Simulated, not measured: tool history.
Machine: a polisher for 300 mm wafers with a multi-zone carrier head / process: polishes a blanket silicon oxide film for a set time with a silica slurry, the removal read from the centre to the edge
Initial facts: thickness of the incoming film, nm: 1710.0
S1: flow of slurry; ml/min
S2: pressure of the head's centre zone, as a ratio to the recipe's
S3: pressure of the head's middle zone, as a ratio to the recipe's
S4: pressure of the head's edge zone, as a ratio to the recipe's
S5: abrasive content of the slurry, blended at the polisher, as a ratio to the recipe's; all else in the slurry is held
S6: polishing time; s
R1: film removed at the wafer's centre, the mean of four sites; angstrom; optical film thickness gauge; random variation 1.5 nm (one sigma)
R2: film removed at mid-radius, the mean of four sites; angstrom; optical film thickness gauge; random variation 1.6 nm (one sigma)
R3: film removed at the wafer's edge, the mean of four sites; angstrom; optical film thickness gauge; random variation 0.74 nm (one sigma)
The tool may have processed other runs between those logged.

run,day,S1,S2,S3,S4,S5,S6,R1,R2,R3
1,0.000,160,1.00,1.00,1.00,1.00,52,1255.8,1276.20,1315.80
2,0.288,180,1.00,1.00,1.00,1.00,52,1310.9,1285.00,1307.80
3,0.383,185,1.01,1.00,0.96,0.95,52,1292.2,1229.40,1262.60
4,0.425,185,1.01,1.00,0.96,0.95,43,1061.4,1028.10,1039.90
5,0.650,185,1.01,1.00,0.96,0.85,43,1007.5,973.56,978.79
6,0.988,195,1.05,1.03,1.00,0.90,43,1087.5,1048.40,1032.40
7,1.312,205,1.08,1.05,1.02,0.90,43,1129.9,1066.40,1045.90

What does the tool deliver on the next run?
8,1.621,210,1.11,1.07,1.04,0.90,43,?,?,?

R1: 1157.3 angstrom
R2: 1054.60 angstrom
R3: 1069.60 angstrom
